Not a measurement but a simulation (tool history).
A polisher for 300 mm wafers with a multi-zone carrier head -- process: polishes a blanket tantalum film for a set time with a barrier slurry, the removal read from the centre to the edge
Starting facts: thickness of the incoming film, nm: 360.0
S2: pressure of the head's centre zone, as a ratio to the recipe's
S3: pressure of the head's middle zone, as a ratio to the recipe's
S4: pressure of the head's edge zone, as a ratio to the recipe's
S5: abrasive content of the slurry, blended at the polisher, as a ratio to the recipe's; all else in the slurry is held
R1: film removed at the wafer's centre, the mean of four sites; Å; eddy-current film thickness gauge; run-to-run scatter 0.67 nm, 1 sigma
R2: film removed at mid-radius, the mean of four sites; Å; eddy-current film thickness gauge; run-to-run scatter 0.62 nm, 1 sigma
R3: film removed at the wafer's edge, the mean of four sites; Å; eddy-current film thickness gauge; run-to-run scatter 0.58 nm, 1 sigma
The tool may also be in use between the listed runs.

{"run": 1, "hour": 0.0, "flow of slurry (ml/min)": 305, "S2": 1.0, "S3": 1.0, "S4": 1.0, "S5": 1.0, "polishing time (s)": 35, "R1": 601.3, "R2": 604.29, "R3": 619.99}
{"run": 2, "hour": 6.6, "flow of slurry (ml/min)": 305, "S2": 1.03, "S3": 0.99, "S4": 0.97, "S5": 0.9, "polishing time (s)": 35, "R1": 605.8, "R2": 587.04, "R3": 588.5}
{"run": 3, "hour": 9.7, "flow of slurry (ml/min)": 305, "S2": 1.05, "S3": 0.97, "S4": 0.95, "S5": 0.85, "polishing time (s)": 35, "R1": 610.65, "R2": 568.35, "R3": 586.59}
{"run": 4, "hour": 13.3, "flow of slurry (ml/min)": 305, "S2": 1.07, "S3": 0.97, "S4": 0.93, "S5": 0.8, "polishing time (s)": 34, "R1": 596.16, "R2": 553.76, "R3": 556.37}
{"hour": 18.3, "done": "edge zone pressure recalibrated"}
{"run": 5, "hour": 18.3, "flow of slurry (ml/min)": 305, "S2": 1.07, "S3": 0.92, "S4": 0.93, "S5": 0.8, "polishing time (s)": 34, "R1": 602.45, "R2": 536.81, "R3": 536.82}
{"run": 6, "hour": 22.6, "flow of slurry (ml/min)": 305, "S2": 1.07, "S3": 0.92, "S4": 0.93, "S5": 0.7, "polishing time (s)": 34, "R1": 579.23, "R2": 509.54, "R3": 520.78}
{"run": 7, "hour": 25.7, "flow of slurry (ml/min)": 305, "S2": 1.08, "S3": 0.91, "S4": 0.92, "S5": 0.7, "polishing time (s)": 34, "R1": 585.49, "R2": 513.05, "R3": 512.98}

The next listed run, before its measurement:
{"run": 8, "hour": 30.1, "flow of slurry (ml/min)": 305, "S2": 1.08, "S3": 0.89, "S4": 0.92, "S5": 0.7, "polishing time (s)": 34, "R1": "?", "R2": "?", "R3": "?"}

Run 8 gave R1 581.52 Å, R2 500.25 Å, R3 520.30 Å.
